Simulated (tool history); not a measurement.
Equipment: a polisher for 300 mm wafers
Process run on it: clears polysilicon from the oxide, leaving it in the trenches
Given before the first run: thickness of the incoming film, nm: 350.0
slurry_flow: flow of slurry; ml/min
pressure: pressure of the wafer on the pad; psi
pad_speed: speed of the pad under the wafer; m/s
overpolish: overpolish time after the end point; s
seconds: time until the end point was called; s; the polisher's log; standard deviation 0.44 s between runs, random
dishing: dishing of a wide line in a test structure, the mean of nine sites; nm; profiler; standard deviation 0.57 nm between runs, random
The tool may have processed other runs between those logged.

run,day,slurry_flow,pressure,pad_speed,overpolish,seconds,dishing
1,0.000,210,2.4,0.80,11,33.877,44.323
2,0.275,210,2.6,0.82,8,32.973,40.280
3,0.483,205,3.0,0.84,6,27.546,38.036
4,0.721,205,3.0,0.94,6,24.938,39.842
5,1.021,180,3.2,0.90,5,25.479,37.950
6,1.308,230,3.4,0.80,4,24.978,33.411
7,1.654,250,3.5,0.78,4,24.423,33.157
8,1.746,275,3.6,0.76,4,24.398,34.007
9,1.838,225,3.6,0.78,4,24.704,33.734
10,2.062,260,3.6,0.76,4,24.283,33.914
11,2.150,260,3.6,0.76,4,24.641,33.916
12,2.371,280,3.6,0.76,4,24.806,33.571
13,2.525,275,3.6,0.76,4,24.343,33.355

Forecast run 14:
14,2.775,295,3.6,0.76,4,?,?

{"run 14": {"seconds": 24.572, "dishing": 34.107}}
